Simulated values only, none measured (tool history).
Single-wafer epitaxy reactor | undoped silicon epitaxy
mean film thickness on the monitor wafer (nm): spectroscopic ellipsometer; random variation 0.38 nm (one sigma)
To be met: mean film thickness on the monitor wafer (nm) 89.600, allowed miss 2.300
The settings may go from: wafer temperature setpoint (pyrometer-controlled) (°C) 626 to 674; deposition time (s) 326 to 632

| run | hour | wafer temperature setpoint (pyrometer-controlled) (°C) | deposition time (s) | mean film thickness on the monitor wafer (nm) |
|---|---|---|---|---|
| 1 | 0.0 | 650 | 479 | 73.812 |
| 2 | 4.1 | 652 | 479 | 76.929 |
| 3 | 10.0 | 652 | 415 | 66.259 |
| 4 | 13.0 | 654 | 416 | 69.795 |
| 5 | 17.0 | 658 | 416 | 75.060 |
| 6 | 19.7 | 658 | 390 | 70.213 |
| 7 | 26.3 | 660 | 391 | 72.972 |
| 8 | 30.9 | 662 | 392 | 76.000 |

Which of these 5 next moves meets every target?
| A | 35.5 | 670 | 402 | ? |
| B | 35.5 | 659 | 346 | ? |
| C | 35.5 | 659 | 377 | ? |
| D | 35.5 | 674 | 354 | ? |
| E | 35.5 | 663 | 488 | ? |

| move | mean film thickness on the monitor wafer (nm) |
|---|---|
| A | 90.230 |
| B | 63.253 |
| C | 68.920 |
| D | 85.523 |
| E | 96.172 |
A: meets every target
B: further off than the last run
C: further off than the last run
D: nearer than the last run, and not there yet
E: takes the result that was furthest off past its target
Move A is the one to make.

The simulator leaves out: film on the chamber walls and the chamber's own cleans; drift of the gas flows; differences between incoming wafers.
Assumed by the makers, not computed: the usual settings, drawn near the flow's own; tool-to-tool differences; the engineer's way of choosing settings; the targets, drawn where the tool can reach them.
